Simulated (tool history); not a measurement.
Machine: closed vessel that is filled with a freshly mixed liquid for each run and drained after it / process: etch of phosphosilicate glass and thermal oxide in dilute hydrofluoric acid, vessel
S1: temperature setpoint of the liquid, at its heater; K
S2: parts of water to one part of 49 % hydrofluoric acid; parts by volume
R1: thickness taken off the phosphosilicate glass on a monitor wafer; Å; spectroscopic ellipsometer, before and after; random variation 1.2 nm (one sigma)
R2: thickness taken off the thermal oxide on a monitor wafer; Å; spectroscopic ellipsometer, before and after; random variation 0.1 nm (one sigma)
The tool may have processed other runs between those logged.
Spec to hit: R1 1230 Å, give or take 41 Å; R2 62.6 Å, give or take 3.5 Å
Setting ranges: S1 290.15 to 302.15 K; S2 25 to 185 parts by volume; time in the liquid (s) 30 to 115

Run 1, day 0: S1 294.15 K, S2 105 parts by volume, time in the liquid (s) 60. Result: R1 437.68 Å, R2 22.7 Å.
Run 2, day 0.288: S1 296.15 K, S2 105 parts by volume, time in the liquid (s) 60. Result: R1 465.96 Å, R2 24.53 Å.
Run 3, day 0.412: S1 296.15 K, S2 135 parts by volume, time in the liquid (s) 60. Result: R1 355.63 Å, R2 18.3 Å.
Run 4, day 0.779: S1 296.15 K, S2 135 parts by volume, time in the liquid (s) 75. Result: R1 449.84 Å, R2 22.582 Å.
Run 5, day 0.85: S1 296.65 K, S2 125 parts by volume, time in the liquid (s) 75. Result: R1 490.91 Å, R2 25.34 Å.
Run 6, day 1.142: S1 296.65 K, S2 115 parts by volume, time in the liquid (s) 75. Result: R1 551.63 Å, R2 28.28 Å.
Run 7, day 1.271: S1 297.15 K, S2 105 parts by volume, time in the liquid (s) 75. Result: R1 615.42 Å, R2 31.298 Å.
Run 8, day 1.321: S1 297.65 K, S2 100 parts by volume, time in the liquid (s) 75. Result: R1 663.27 Å, R2 34.721 Å.
Run 9, day 1.538: S1 297.65 K, S2 95 parts by volume, time in the liquid (s) 75. Result: R1 691.57 Å, R2 35.613 Å.
Run 10, day 1.875: S1 298.15 K, S2 90 parts by volume, time in the liquid (s) 75. Result: R1 762.84 Å, R2 37.635 Å.
Run 11, day 2.188: S1 298.15 K, S2 85 parts by volume, time in the liquid (s) 75. Result: R1 822.97 Å, R2 41.731 Å.
Run 12, day 2.425: S1 302.15 K, S2 60 parts by volume, time in the liquid (s) 75. Result: R1 1374 Å, R2 71.525 Å.
Run 13, day 2.617: S1 301.65 K, S2 60 parts by volume, time in the liquid (s) 75. Result: R1 1384.3 Å, R2 69.441 Å.
Run 14, day 2.892: S1 301.15 K, S2 70 parts by volume, time in the liquid (s) 75. Result: R1 1136.1 Å, R2 58.001 Å.
Run 15, day 3.154: S1 301.65 K, S2 70 parts by volume, time in the liquid (s) 75. Result: R1 1172.1 Å, R2 60.706 Å.

Which one of the following 4 next-run settings gets every result inside its allowed miss? There is exactly one.
Run A, day 3.417: S1 300.65 K, S2 85 parts by volume, time in the liquid (s) 95. Result: R1 ?, R2 ?.
Run B, day 3.417: S1 302.15 K, S2 55 parts by volume, time in the liquid (s) 60. Result: R1 ?, R2 ?.
Run C, day 3.417: S1 298.15 K, S2 75 parts by volume, time in the liquid (s) 90. Result: R1 ?, R2 ?.
Run D, day 3.417: S1 300.65 K, S2 75 parts by volume, time in the liquid (s) 80. Result: R1 ?, R2 ?.

move      R1      R2
   A  1133.4  59.949
   B  1224.4  64.762
   C  1117.6  59.109
   D  1096.8  58.008
A: the biggest miss grows against the last run
B: meets every target
C: the biggest miss grows against the last run
D: the biggest miss grows against the last run
So the answer is move B, the one that meets all the targets.

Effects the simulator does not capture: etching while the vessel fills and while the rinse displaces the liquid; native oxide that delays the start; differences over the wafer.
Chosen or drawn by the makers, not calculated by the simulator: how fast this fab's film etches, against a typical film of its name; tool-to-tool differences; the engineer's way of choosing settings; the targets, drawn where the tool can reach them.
